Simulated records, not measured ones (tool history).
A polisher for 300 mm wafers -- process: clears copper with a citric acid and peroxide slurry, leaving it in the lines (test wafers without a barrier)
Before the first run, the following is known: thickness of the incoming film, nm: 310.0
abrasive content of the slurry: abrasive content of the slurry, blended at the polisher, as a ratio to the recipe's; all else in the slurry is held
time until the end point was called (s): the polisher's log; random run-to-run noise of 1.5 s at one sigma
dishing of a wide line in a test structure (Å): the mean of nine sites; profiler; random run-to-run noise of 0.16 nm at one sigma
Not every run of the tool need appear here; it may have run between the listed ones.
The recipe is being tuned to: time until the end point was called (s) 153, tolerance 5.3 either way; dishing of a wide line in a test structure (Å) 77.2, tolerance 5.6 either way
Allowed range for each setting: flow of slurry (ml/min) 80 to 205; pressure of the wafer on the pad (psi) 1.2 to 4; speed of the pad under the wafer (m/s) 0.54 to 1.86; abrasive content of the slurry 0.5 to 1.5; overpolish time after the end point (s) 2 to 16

| run | day | flow of slurry (ml/min) | pressure of the wafer on the pad (psi) | speed of the pad under the wafer (m/s) | abrasive content of the slurry | overpolish time after the end point (s) | time until the end point was called (s) | dishing of a wide line in a test structure (Å) |
|---|---|---|---|---|---|---|---|---|
| 1 | 0 | 135 | 2.6 | 1.18 | 1 | 8 | 132.37 | 134.9 |
| 2 | 0.154 | 135 | 2.6 | 1.42 | 1 | 8 | 113.14 | 166.39 |
| 3 | 0.479 | 135 | 2.6 | 1.52 | 1 | 8 | 107.12 | 170.74 |
| 4 | 0.821 | 135 | 2.5 | 1.52 | 1 | 7 | 107.97 | 143.01 |
| 5 | 1.021 | 135 | 2.5 | 1.52 | 1.15 | 7 | 107.74 | 149.98 |
| 6 | 1.375 | 135 | 2.5 | 1.22 | 1.15 | 7 | 131.05 | 122.99 |
| 7 | 1.683 | 135 | 2.4 | 1.22 | 1.15 | 7 | 135.05 | 120.25 |
| 8 | 1.712 | 130 | 2.2 | 1.22 | 1.15 | 5 | 145.47 | 81.839 |
| 9 | 2.062 | 130 | 2.2 | 1.22 | 1.15 | 5 | 143.65 | 83.892 |

Exercise: of the 4 proposed moves below, exactly one satisfies all targets within the stated allowed misses. Which move is it?
| A | 2.412 | 130 | 2.1 | 1.2 | 1.15 | 6 | ? | ? |
| B | 2.412 | 120 | 2 | 1.24 | 1.45 | 4 | ? | ? |
| C | 2.412 | 100 | 1.8 | 1.52 | 1.1 | 4 | ? | ? |
| D | 2.412 | 85 | 2.3 | 1.26 | 1.1 | 5 | ? | ? |

| move | time until the end point was called (s) | dishing of a wide line in a test structure (Å) |
|---|---|---|
| A | 155.35 | 94.241 |
| B | 152.82 | 65.047 |
| C | 155.25 | 63.992 |
| D | 155.12 | 79.489 |
A: the worst result of the last run now meets its target, but another is out of spec
B: the worst result of the last run now meets its target, but another is out of spec
C: the worst result of the last run now meets its target, but another is out of spec
D: every result within its allowed miss
Go with D: it meets all targets.

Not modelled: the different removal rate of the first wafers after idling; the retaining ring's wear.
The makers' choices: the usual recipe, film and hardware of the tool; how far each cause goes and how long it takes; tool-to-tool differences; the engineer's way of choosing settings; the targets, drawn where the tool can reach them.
